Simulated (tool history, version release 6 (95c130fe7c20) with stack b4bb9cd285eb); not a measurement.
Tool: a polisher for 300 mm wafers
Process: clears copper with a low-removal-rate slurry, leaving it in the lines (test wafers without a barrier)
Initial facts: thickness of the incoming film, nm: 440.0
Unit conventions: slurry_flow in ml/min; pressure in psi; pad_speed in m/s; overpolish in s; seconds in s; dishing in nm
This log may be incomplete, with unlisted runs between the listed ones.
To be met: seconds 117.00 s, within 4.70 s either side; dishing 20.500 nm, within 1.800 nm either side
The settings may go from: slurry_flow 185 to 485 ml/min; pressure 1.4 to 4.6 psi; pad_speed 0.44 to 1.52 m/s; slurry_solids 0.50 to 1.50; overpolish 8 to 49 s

run 1 hour=0.0 | slurry_flow=310 pressure=3.0 pad_speed=0.98 slurry_solids=1.00 overpolish=25 | seconds=155.50 dishing=39.311
run 2 hour=9.1 | slurry_flow=310 pressure=3.0 pad_speed=1.02 slurry_solids=1.00 overpolish=21 | seconds=148.96 dishing=36.594
run 3 hour=17.3 | slurry_flow=315 pressure=3.0 pad_speed=1.04 slurry_solids=1.05 overpolish=18 | seconds=144.22 dishing=33.738
run 4 hour=21.3 | slurry_flow=350 pressure=2.9 pad_speed=1.06 slurry_solids=1.15 overpolish=16 | seconds=143.21 dishing=30.442
run 5 hour=23.6 | slurry_flow=350 pressure=2.9 pad_speed=1.06 slurry_solids=1.15 overpolish=8 | seconds=141.69 dishing=16.945
run 6 hour=29.4 | slurry_flow=350 pressure=3.0 pad_speed=1.06 slurry_solids=1.15 overpolish=8 | seconds=136.22 dishing=18.006
run 7 hour=30.8 | slurry_flow=350 pressure=3.1 pad_speed=1.06 slurry_solids=1.15 overpolish=8 | seconds=132.57 dishing=17.769
run 8 hour=39.1 | slurry_flow=350 pressure=3.2 pad_speed=1.06 slurry_solids=1.15 overpolish=8 | seconds=129.14 dishing=18.716
run 9 hour=40.7 | slurry_flow=350 pressure=3.3 pad_speed=1.06 slurry_solids=1.15 overpolish=8 | seconds=124.75 dishing=18.613

Exercise: of the 4 proposed moves below, exactly one satisfies all targets within the stated allowed misses. Which move is it?
run A hour=42.3 | slurry_flow=485 pressure=2.8 pad_speed=1.36 slurry_solids=0.85 overpolish=8 | seconds=? dishing=?
run B hour=42.3 | slurry_flow=295 pressure=3.3 pad_speed=1.12 slurry_solids=1.25 overpolish=10 | seconds=? dishing=?
run C hour=42.3 | slurry_flow=380 pressure=2.8 pad_speed=1.32 slurry_solids=1.25 overpolish=10 | seconds=? dishing=?
run D hour=42.3 | slurry_flow=345 pressure=4.0 pad_speed=1.04 slurry_solids=1.10 overpolish=10 | seconds=? dishing=?

move=A seconds=120.03 dishing=20.106
move=B seconds=120.19 dishing=24.365
move=C seconds=117.48 dishing=24.695
move=D seconds=108.01 dishing=26.758
A: meets every target
B: the furthest-off result lands on target, but another misses its tolerance
C: the furthest-off result lands on target, but another misses its tolerance
D: takes the biggest miss from the last run beyond its target
A meets every target.
